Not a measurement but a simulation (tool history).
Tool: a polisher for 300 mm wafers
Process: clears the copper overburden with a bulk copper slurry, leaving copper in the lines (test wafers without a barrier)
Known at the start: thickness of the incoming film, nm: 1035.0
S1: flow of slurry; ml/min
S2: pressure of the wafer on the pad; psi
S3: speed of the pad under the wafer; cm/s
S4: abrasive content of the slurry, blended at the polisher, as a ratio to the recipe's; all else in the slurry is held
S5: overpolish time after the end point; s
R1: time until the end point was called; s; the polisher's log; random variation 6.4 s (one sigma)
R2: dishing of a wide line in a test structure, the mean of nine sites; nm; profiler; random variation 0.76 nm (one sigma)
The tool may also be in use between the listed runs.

Run 1, hour 0.0: S1 280 ml/min, S2 3.1 psi, S3 96 cm/s, S4 1.00, S5 16 s. Result: R1 126.30 s, R2 76.364 nm.
Run 2, hour 7.8: S1 280 ml/min, S2 3.1 psi, S3 96 cm/s, S4 1.00, S5 22 s. Result: R1 128.80 s, R2 92.072 nm.
Run 3, hour 10.0: S1 280 ml/min, S2 2.9 psi, S3 90 cm/s, S4 1.00, S5 21 s. Result: R1 146.06 s, R2 81.310 nm.
Run 4, hour 13.3: S1 280 ml/min, S2 2.9 psi, S3 66 cm/s, S4 1.00, S5 21 s. Result: R1 194.58 s, R2 67.817 nm.
Run 5, hour 20.7: S1 330 ml/min, S2 2.9 psi, S3 66 cm/s, S4 1.00, S5 21 s. Result: R1 188.35 s, R2 68.448 nm.
Run 6, hour 29.3: S1 330 ml/min, S2 2.9 psi, S3 74 cm/s, S4 1.00, S5 21 s. Result: R1 168.57 s, R2 73.898 nm.
Run 7, hour 37.1: S1 325 ml/min, S2 2.7 psi, S3 72 cm/s, S4 1.00, S5 20 s. Result: R1 186.21 s, R2 65.824 nm.
Run 8, hour 40.9: S1 325 ml/min, S2 2.5 psi, S3 70 cm/s, S4 1.00, S5 19 s. Result: R1 202.99 s, R2 59.582 nm.
Run 9, hour 46.7: S1 320 ml/min, S2 1.6 psi, S3 52 cm/s, S4 0.95, S5 15 s. Result: R1 426.17 s, R2 27.008 nm.

Run 10 comes next. What will it give?
Run 10, hour 47.6: S1 325 ml/min, S2 1.7 psi, S3 52 cm/s, S4 0.95, S5 15 s. Result: R1 ?, R2 ?.

{"run 10": {"R1": 381.92, "R2": 27.298}}
